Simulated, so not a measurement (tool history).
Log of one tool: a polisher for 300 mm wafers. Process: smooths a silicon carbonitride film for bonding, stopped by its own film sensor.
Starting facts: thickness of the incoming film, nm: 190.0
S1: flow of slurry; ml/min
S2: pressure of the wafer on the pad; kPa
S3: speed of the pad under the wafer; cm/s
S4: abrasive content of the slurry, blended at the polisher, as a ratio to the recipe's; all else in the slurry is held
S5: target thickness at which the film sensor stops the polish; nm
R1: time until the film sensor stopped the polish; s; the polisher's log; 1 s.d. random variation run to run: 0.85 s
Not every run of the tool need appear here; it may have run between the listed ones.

| run | hour | S1 | S2 | S3 | S4 | S5 | R1 |
|---|---|---|---|---|---|---|---|
| 1 | 0.0 | 300 | 9.7 | 86 | 1.0 | 184 | 48.883 |
| 2 | 5.3 | 300 | 9.7 | 86 | 1.0 | 184 | 48.554 |
| 3 | 11.6 | 300 | 9.7 | 86 | 1.0 | 184 | 49.275 |
| 4 | 12.9 | 300 | 11.0 | 86 | 1.0 | 184 | 41.491 |
| 5 | 16.1 | 300 | 10.3 | 86 | 1.0 | 184 | 45.760 |
| 6 | 23.9 | 300 | 12.4 | 86 | 1.0 | 184 | 37.531 |

What will run 7 give?
|  | 32.4 | worn pad replaced by a new one |
| 7 | 32.4 | 300 | 11.7 | 86 | 1.0 | 184 | ? |

{"run 7": {"R1": 37.904}}

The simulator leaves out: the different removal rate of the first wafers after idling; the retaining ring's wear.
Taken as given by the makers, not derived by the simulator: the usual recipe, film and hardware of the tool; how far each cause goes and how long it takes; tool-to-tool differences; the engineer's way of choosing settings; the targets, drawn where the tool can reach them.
